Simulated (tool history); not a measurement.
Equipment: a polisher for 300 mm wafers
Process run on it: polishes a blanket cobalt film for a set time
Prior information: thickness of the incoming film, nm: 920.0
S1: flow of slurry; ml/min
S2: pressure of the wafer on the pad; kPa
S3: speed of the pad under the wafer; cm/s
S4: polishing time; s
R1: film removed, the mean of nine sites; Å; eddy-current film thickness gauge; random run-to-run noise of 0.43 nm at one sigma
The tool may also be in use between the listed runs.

run	hour	S1	S2	S3	S4	R1
1	0	235	10.3	112	18	750.35
2	4.3	235	9	112	18	690.08
3	6.5	290	9	112	18	712.2
4	13.6	280	8.3	110	18	652.8
5	19.6	275	7.6	108	18	616.19
6	22.1	270	6.9	106	18	586.83

What does the tool deliver on the next run?
7	25.4	270	6.2	104	18	?

{"run 7": {"R1": 543.25}}

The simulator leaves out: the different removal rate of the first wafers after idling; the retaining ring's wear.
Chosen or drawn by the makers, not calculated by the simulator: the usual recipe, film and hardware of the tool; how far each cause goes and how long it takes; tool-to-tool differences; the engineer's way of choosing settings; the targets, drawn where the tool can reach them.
